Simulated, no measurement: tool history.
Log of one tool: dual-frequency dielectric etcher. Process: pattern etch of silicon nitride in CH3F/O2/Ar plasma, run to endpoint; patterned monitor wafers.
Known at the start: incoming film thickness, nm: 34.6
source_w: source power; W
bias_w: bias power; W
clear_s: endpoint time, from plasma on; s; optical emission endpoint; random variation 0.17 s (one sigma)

run,day,source_w,bias_w,clear_s
1,0,340,90,49
2,0.208,290,90,50.793
3,0.425,320,96,47.982
4,0.483,360,96,47.351
5,0.712,360,90,48.725
6,0.917,370,96,47.113
7,1.254,380,101,45.571

Forecast run 8:
8,1.571,390,104,?

clear_s: 44.473 s
